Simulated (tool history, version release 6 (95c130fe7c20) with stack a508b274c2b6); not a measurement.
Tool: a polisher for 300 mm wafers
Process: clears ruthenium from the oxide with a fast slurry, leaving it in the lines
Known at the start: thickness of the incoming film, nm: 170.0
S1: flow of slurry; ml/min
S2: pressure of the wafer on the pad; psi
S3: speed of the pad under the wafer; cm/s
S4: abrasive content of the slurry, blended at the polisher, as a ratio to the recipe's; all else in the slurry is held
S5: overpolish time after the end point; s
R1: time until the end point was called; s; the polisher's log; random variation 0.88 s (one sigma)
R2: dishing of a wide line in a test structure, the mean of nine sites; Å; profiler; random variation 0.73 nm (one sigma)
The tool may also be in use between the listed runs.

{"run": 1, "day": 0.0, "S1": 140, "S2": 3.4, "S3": 104, "S4": 1, "S5": 20, "R1": 30.01, "R2": 788.56}
{"run": 2, "day": 0.221, "S1": 140, "S2": 3, "S3": 100, "S4": 1, "S5": 18, "R1": 36.879, "R2": 657.57}
{"run": 3, "day": 0.367, "S1": 140, "S2": 2.8, "S3": 98, "S4": 1, "S5": 15, "R1": 39.656, "R2": 517.52}
{"run": 4, "day": 0.45, "S1": 140, "S2": 2.8, "S3": 82, "S4": 1, "S5": 15, "R1": 47.519, "R2": 435.03}
{"run": 5, "day": 0.812, "S1": 140, "S2": 2.7, "S3": 82, "S4": 1, "S5": 14, "R1": 48.408, "R2": 388.65}
{"run": 6, "day": 1.062, "S1": 140, "S2": 3.4, "S3": 82, "S4": 1, "S5": 14, "R1": 38.242, "R2": 479.5}
{"run": 7, "day": 1.433, "S1": 140, "S2": 3.2, "S3": 82, "S4": 1, "S5": 14, "R1": 41.803, "R2": 473.55}

Forecast run 8:
{"run": 8, "day": 1.675, "S1": 140, "S2": 3, "S3": 82, "S4": 1, "S5": 14, "R1": "?", "R2": "?"}

{"run 8": {"R1": 43.518, "R2": 431.33}}
